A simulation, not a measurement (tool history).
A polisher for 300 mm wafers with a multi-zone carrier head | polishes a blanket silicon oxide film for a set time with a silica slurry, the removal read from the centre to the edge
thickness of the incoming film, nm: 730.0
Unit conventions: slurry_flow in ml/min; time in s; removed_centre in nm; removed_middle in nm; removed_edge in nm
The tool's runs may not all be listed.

run  hour  slurry_flow  centre_zone  middle_zone  edge_zone  slurry_solids  time  removed_centre  removed_middle  removed_edge
  1     0          160            1            1          1              1    47          123.31          127.77        124.76
  2     4          160            1            1          1            1.2    47          133.68          136.62        134.49
  3   9.2          170         1.02         0.97       1.06            1.3    48          145.35          142.16         148.6
  4  15.4          155         1.02         0.97       1.06            1.3    48          144.16          137.93        147.76
  5  23.6          170         1.04         0.96        1.1           1.35    48          153.28          141.49           150
  6  26.2          170         1.04         0.92        1.1           1.35    48          150.96          138.03        151.74

What will run 7 give?
  7  30.4          175         1.04          0.9       1.12            1.4    49               ?               ?             ?

{"run 7": {"removed_centre": 156.07, "removed_middle": 141.41, "removed_edge": 158}}
